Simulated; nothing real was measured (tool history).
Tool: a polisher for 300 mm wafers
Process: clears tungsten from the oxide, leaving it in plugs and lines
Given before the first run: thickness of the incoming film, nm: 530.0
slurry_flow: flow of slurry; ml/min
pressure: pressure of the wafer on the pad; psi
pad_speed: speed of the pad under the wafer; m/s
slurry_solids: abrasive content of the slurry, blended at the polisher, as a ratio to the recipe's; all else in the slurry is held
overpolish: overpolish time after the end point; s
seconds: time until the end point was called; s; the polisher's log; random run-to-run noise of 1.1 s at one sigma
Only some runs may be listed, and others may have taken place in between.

Run 1, hour 0.0: slurry_flow 245 ml/min, pressure 4.3 psi, pad_speed 1.34 m/s, slurry_solids 1.0, overpolish 10 s. Result: seconds 79.874 s.
Run 2, hour 1.3: slurry_flow 245 ml/min, pressure 4.8 psi, pad_speed 1.34 m/s, slurry_solids 1.0, overpolish 10 s. Result: seconds 71.738 s.
Run 3, hour 7.4: slurry_flow 245 ml/min, pressure 4.4 psi, pad_speed 1.34 m/s, slurry_solids 1.0, overpolish 10 s. Result: seconds 77.506 s.
Run 4, hour 8.5: slurry_flow 245 ml/min, pressure 4.1 psi, pad_speed 1.34 m/s, slurry_solids 1.0, overpolish 10 s. Result: seconds 82.454 s.
Run 5, hour 14.2: slurry_flow 245 ml/min, pressure 5.0 psi, pad_speed 1.34 m/s, slurry_solids 1.0, overpolish 10 s. Result: seconds 68.687 s.
Run 6, hour 23.1: slurry_flow 185 ml/min, pressure 5.0 psi, pad_speed 1.34 m/s, slurry_solids 1.0, overpolish 10 s. Result: seconds 71.204 s.
Run 7, hour 29.7: slurry_flow 185 ml/min, pressure 4.5 psi, pad_speed 1.34 m/s, slurry_solids 1.0, overpolish 10 s. Result: seconds 79.903 s.

Run 8 comes next. What will it give?
Run 8, hour 35.1: slurry_flow 180 ml/min, pressure 4.2 psi, pad_speed 1.34 m/s, slurry_solids 1.0, overpolish 10 s. Result: seconds ?.

{"run 8": {"seconds": 84.714}}

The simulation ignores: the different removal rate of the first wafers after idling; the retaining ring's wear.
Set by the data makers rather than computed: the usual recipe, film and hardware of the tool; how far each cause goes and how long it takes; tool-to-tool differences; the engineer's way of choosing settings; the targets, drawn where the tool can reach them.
